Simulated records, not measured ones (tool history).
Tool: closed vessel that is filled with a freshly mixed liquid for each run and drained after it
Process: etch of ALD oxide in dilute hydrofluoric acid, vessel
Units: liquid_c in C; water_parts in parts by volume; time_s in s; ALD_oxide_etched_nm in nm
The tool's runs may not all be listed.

run 1 hour=0.0 | liquid_c=23.0 water_parts=195 time_s=60 | ALD_oxide_etched_nm=4.8653
run 2 hour=1.2 | liquid_c=23.0 water_parts=195 time_s=40 | ALD_oxide_etched_nm=3.2767
run 3 hour=7.8 | liquid_c=24.5 water_parts=170 time_s=45 | ALD_oxide_etched_nm=4.5726
run 4 hour=15.6 | liquid_c=22.0 water_parts=170 time_s=45 | ALD_oxide_etched_nm=4.1121
run 5 hour=19.4 | liquid_c=22.0 water_parts=170 time_s=40 | ALD_oxide_etched_nm=3.7034
run 6 hour=27.7 | liquid_c=22.0 water_parts=170 time_s=60 | ALD_oxide_etched_nm=5.4735
run 7 hour=31.8 | liquid_c=23.5 water_parts=150 time_s=60 | ALD_oxide_etched_nm=6.7577
run 8 hour=36.7 | liquid_c=24.5 water_parts=140 time_s=60 | ALD_oxide_etched_nm=7.5539
run 9 hour=40.2 | liquid_c=25.5 water_parts=130 time_s=60 | ALD_oxide_etched_nm=8.6442
run 10 hour=42.7 | liquid_c=29.5 water_parts=50 time_s=60 | ALD_oxide_etched_nm=29.4220

Forecast run 11:
run 11 hour=44.7 | liquid_c=28.5 water_parts=50 time_s=60 | ALD_oxide_etched_nm=?

Run 11 gave ALD_oxide_etched_nm 27.7470 nm.
